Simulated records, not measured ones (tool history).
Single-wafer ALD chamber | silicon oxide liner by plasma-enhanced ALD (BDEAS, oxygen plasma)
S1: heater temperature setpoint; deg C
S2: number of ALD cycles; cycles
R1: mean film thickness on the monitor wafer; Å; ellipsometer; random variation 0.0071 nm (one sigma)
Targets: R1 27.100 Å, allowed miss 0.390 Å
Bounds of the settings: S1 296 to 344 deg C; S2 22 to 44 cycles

run  hour   S1  S2      R1
  1   0.0  320  33  31.213
  2   4.0  310  33  31.598
  3   4.7  310  35  33.450
  4   9.5  316  35  33.330
  5  14.9  311  35  33.647
  6  20.4  312  33  31.568
  7  28.7  313  32  30.505
  8  33.3  317  28  26.586
  9  36.6  316  28  26.583
 10  37.2  315  28  26.568
 11  41.7  314  29  27.767
 12  48.1  315  29  27.543
 13  53.0  316  29  27.714
 14  55.4  316  28  26.585
 15  62.5  316  28  26.531

5 next moves are on the table. One of them brings every result within its allowed miss. Which?
  A  69.6  323  29   ?
  B  69.6  324  28   ?
  C  69.6  319  27   ?
  D  69.6  306  27   ?
  E  69.6  315  27   ?

move      R1
   A  27.259
   B  26.281
   C  25.523
   D  25.993
   E  25.668
A: meets every target
B: further off than the last run
C: further off than the last run
D: further off than the last run
E: further off than the last run
Answer: A

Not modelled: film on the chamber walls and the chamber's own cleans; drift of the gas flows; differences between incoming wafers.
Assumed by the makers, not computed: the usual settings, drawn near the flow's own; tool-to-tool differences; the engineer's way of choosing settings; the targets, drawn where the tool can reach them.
